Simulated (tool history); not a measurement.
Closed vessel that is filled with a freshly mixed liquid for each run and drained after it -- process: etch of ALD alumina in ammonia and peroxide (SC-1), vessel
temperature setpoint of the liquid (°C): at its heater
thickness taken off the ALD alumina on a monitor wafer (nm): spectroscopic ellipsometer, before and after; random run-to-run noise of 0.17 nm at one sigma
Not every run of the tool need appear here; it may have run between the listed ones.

run	hour	temperature setpoint of the liquid (°C)	parts of 29 % ammonia solution to one part of 30 % peroxide (parts by volume)	time in the liquid (s)	thickness taken off the ALD alumina on a monitor wafer (nm)
1	0.0	49.0	0.45	680	17.535
2	7.5	49.0	0.45	730	18.951
3	16.4	52.0	0.45	730	22.147
4	23.2	52.0	0.45	730	22.287
5	28.0	52.0	0.60	730	23.192
6	31.2	54.0	0.60	730	25.540
7	36.9	55.5	0.60	730	27.561
8	43.6	56.5	0.60	730	28.879
9	50.1	57.0	0.60	730	29.929

The next listed run, before its measurement:
10	53.7	57.5	0.60	730	?

thickness taken off the ALD alumina on a monitor wafer (nm): 30.422
